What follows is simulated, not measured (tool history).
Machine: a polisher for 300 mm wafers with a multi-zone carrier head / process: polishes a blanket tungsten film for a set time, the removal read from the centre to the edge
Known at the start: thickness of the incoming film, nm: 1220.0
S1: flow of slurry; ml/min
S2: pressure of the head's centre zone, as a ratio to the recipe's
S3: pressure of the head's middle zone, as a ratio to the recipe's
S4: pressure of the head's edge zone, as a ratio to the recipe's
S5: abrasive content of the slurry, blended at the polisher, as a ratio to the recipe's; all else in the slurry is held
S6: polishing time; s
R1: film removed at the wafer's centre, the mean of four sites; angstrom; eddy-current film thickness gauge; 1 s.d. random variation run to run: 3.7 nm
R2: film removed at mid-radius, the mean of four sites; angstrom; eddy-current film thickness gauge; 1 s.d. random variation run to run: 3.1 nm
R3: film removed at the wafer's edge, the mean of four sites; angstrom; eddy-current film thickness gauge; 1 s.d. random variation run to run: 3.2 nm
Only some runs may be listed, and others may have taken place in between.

run	day	S1	S2	S3	S4	S5	S6	R1	R2	R3
1	0	295	1	1	1	1	35	1721	1754.3	1702
2	0.146	295	1	1	1	0.8	35	1661.9	1647.4	1641.2
3	0.462	245	1	1	1	0.8	35	1616.6	1642.3	1597.2
4	0.646	260	1.02	0.99	1.03	0.9	36	1730.3	1745.1	1739.5
5	0.704	260	1.02	0.99	1.03	0.7	36	1651.1	1611.5	1639.4
6	0.979	310	1.02	0.99	1.03	0.7	36	1705.2	1633.9	1639.9
7	1.333	310	1.04	0.98	1.04	0.85	37	1797	1809.1	1802
8	1.412	315	1.07	0.95	1.03	0.9	38	1995.3	1800.4	1795.9

Forecast run 9:
9	1.738	315	1.08	0.94	1.05	1	39	?	?	?

R1: 2107.5 angstrom
R2: 1797.9 angstrom
R3: 1938.9 angstrom

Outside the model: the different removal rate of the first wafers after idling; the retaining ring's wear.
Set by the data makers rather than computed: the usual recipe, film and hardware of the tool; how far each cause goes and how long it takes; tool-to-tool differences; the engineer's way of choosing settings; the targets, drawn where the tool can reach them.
